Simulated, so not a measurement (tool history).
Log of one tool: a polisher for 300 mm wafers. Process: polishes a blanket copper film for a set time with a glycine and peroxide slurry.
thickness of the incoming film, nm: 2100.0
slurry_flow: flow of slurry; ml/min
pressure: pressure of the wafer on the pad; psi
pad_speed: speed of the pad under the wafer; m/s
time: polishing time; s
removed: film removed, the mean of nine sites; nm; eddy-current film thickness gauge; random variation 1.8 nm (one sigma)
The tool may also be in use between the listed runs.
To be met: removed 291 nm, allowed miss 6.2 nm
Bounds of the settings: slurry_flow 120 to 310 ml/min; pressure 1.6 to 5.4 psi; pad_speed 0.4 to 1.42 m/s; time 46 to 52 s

run  hour  slurry_flow  pressure  pad_speed  time  removed
  1     0          200       3.5        0.9    52   338.49
  2   8.2          235       3.5        0.9    52   350.44
  3  12.1          285       3.5        0.9    52   359.02
  4  16.9          275       3.3        0.9    52   343.06
  5  25.9          260       3.2        0.9    52   328.85
  6  34.1          245       3.1        0.9    52   317.92
  7  41.6          235       3.1        0.9    52   314.61
  8  46.2          225       3.1        0.9    52   312.93
     52.8  -- slurry nozzle cleaned
  9  52.8          215       3.1        0.9    52   330.83
 10  57.3          270       2.8        0.9    52   303.69
 11  62.3          265       2.8        0.9    52   307.72
 12  63.8          255       2.5        0.9    52    276.6
 13  67.9          260       2.5        0.9    52   279.14

4 next moves are on the table. One of them brings every result within its allowed miss. Which?
  A    72          310       2.5       0.92    50        ?
  B    72          265       2.4       0.92    51        ?
  C    72          260       2.3       1.02    49        ?
  D    72          300       2.6        0.9    52        ?

move  removed
   A   277.92
   B   270.73
   C   271.48
   D   292.47
A: further off than the last run
B: further off than the last run
C: further off than the last run
D: meets every target
Answer: D
